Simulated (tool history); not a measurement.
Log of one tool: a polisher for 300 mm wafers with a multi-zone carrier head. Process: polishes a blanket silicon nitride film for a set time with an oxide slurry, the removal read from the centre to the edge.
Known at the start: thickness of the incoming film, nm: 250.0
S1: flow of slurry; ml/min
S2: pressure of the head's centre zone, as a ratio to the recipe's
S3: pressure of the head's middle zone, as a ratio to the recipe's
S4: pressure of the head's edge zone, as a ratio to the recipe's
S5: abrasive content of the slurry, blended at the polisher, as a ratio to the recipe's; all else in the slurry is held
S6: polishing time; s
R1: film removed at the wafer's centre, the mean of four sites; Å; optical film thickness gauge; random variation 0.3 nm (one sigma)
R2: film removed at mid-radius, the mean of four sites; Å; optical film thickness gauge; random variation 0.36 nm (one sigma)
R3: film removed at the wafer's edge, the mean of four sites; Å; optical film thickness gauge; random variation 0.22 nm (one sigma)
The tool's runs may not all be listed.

run,hour,S1,S2,S3,S4,S5,S6,R1,R2,R3
1,0.0,305,1.00,1.00,1.00,1.00,79,519.77,531.21,509.23
2,6.6,305,1.00,1.00,1.00,1.00,64,424.00,435.04,409.26
3,13.6,305,1.00,0.97,0.98,0.90,64,392.70,391.92,380.13
4,20.0,305,1.00,0.95,0.95,0.85,64,379.09,368.34,357.20
5,23.9,305,1.00,0.95,0.90,0.85,64,369.67,372.21,350.36
6,28.7,305,0.97,0.95,0.90,0.85,64,368.51,368.93,355.48
7,33.6,300,0.97,0.93,0.88,0.80,64,347.33,340.80,332.54
8,39.3,290,0.97,0.92,0.87,0.80,64,343.80,342.86,330.08
9,42.2,290,0.98,0.90,0.86,0.80,64,348.44,331.69,324.36
10,49.4,285,0.98,0.89,0.85,0.80,64,351.67,332.83,323.49

The next listed run, before its measurement:
11,54.7,280,0.97,0.88,0.84,0.80,64,?,?,?

{"run 11": {"R1": 350.22, "R2": 325.61, "R3": 321.93}}
